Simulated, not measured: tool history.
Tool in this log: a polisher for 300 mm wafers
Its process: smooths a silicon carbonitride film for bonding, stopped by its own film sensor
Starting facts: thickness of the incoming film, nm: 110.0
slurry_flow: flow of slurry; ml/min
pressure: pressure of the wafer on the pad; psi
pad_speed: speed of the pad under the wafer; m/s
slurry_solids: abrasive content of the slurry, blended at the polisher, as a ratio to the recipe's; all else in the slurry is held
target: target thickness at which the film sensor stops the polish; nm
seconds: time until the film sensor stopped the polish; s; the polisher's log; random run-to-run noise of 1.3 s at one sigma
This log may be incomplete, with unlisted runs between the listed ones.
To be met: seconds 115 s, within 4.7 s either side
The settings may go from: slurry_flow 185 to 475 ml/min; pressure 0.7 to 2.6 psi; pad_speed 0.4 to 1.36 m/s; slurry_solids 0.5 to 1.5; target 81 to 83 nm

{"run": 1, "hour": 0.0, "slurry_flow": 305, "pressure": 1.6, "pad_speed": 0.88, "slurry_solids": 1, "target": 83, "seconds": 188.98}
{"run": 2, "hour": 4.8, "slurry_flow": 305, "pressure": 1.6, "pad_speed": 0.88, "slurry_solids": 1, "target": 83, "seconds": 189.66}
{"run": 3, "hour": 9.5, "slurry_flow": 305, "pressure": 1.7, "pad_speed": 0.88, "slurry_solids": 1, "target": 83, "seconds": 178.33}
{"run": 4, "hour": 12.8, "slurry_flow": 305, "pressure": 2.1, "pad_speed": 0.88, "slurry_solids": 1, "target": 83, "seconds": 146.26}
{"run": 5, "hour": 19.2, "slurry_flow": 305, "pressure": 2.1, "pad_speed": 0.88, "slurry_solids": 0.9, "target": 83, "seconds": 155.96}
{"run": 6, "hour": 23.1, "slurry_flow": 305, "pressure": 2.2, "pad_speed": 0.9, "slurry_solids": 0.9, "target": 83, "seconds": 142.99}
{"run": 7, "hour": 29.4, "slurry_flow": 305, "pressure": 2.3, "pad_speed": 0.9, "slurry_solids": 0.9, "target": 83, "seconds": 139.23}
{"run": 8, "hour": 34.4, "slurry_flow": 305, "pressure": 2.4, "pad_speed": 0.9, "slurry_solids": 0.9, "target": 83, "seconds": 134.54}
{"run": 9, "hour": 39.8, "slurry_flow": 305, "pressure": 2.4, "pad_speed": 0.92, "slurry_solids": 0.9, "target": 83, "seconds": 132.99}
{"run": 10, "hour": 48.0, "slurry_flow": 305, "pressure": 2.4, "pad_speed": 0.94, "slurry_solids": 0.9, "target": 83, "seconds": 131.29}
{"run": 11, "hour": 52.8, "slurry_flow": 305, "pressure": 2.4, "pad_speed": 0.96, "slurry_solids": 0.9, "target": 83, "seconds": 129.51}
{"run": 12, "hour": 53.3, "slurry_flow": 305, "pressure": 2.5, "pad_speed": 0.98, "slurry_solids": 0.9, "target": 83, "seconds": 120.98}

4 next moves are on the table. One of them brings every result within its allowed miss. Which?
{"run": "A", "hour": 53.8, "slurry_flow": 290, "pressure": 2.6, "pad_speed": 0.96, "slurry_solids": 0.95, "target": 83, "seconds": "?"}
{"run": "B", "hour": 53.8, "slurry_flow": 315, "pressure": 2.4, "pad_speed": 0.98, "slurry_solids": 0.85, "target": 82, "seconds": "?"}
{"run": "C", "hour": 53.8, "slurry_flow": 290, "pressure": 2.5, "pad_speed": 0.86, "slurry_solids": 1.05, "target": 83, "seconds": "?"}
{"run": "D", "hour": 53.8, "slurry_flow": 185, "pressure": 2.5, "pad_speed": 1.1, "slurry_solids": 0.85, "target": 81, "seconds": "?"}

move=A seconds=114.18
move=B seconds=133.58
move=C seconds=122.76
move=D seconds=128.16
A: meets every target
B: the biggest miss grows against the last run
C: the biggest miss grows against the last run
D: the biggest miss grows against the last run
A is the move that brings every result within its allowed miss.

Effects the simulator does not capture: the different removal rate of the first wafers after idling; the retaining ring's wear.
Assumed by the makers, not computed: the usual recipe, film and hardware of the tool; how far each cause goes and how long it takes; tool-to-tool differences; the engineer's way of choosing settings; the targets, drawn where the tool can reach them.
